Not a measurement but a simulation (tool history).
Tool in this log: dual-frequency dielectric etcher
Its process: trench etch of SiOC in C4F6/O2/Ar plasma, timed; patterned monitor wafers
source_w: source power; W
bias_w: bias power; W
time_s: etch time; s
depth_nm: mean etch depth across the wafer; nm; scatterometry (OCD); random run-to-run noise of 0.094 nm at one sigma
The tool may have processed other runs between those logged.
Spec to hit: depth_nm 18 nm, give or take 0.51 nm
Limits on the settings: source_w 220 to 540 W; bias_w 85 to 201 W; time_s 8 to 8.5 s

run	hour	source_w	bias_w	time_s	depth_nm
1	0	380	143	8.5	15.357
2	3.9	340	143	8.5	14.453
3	10.3	360	145	8.5	14.987
4	12.2	380	147	8.5	15.655
5	20.7	390	148	8.5	15.785
6	26.3	400	149	8.5	16.129
7	27.4	410	150	8.5	16.506
8	30.2	420	151	8.5	16.784
9	32.6	430	151	8.5	16.811
10	41.6	440	152	8.5	17.031
11	50.3	440	152	8.5	17.252
12	56.3	450	153	8.5	17.263

5 candidate next runs follow, results not yet known. Just one meets every target within its allowed miss. Identify it.
A	62.3	470	155	8.5	?
B	62.3	470	133	8.5	?
C	62.3	440	173	8	?
D	62.3	420	156	8.5	?
E	62.3	480	126	8.5	?

move	depth_nm
A	17.851
B	16.853
C	16.911
D	16.84
E	16.703
A: meets every target
B: moves away from the targets compared with the last run
C: moves away from the targets compared with the last run
D: moves away from the targets compared with the last run
E: moves away from the targets compared with the last run
A is the move that brings every result within its allowed miss.
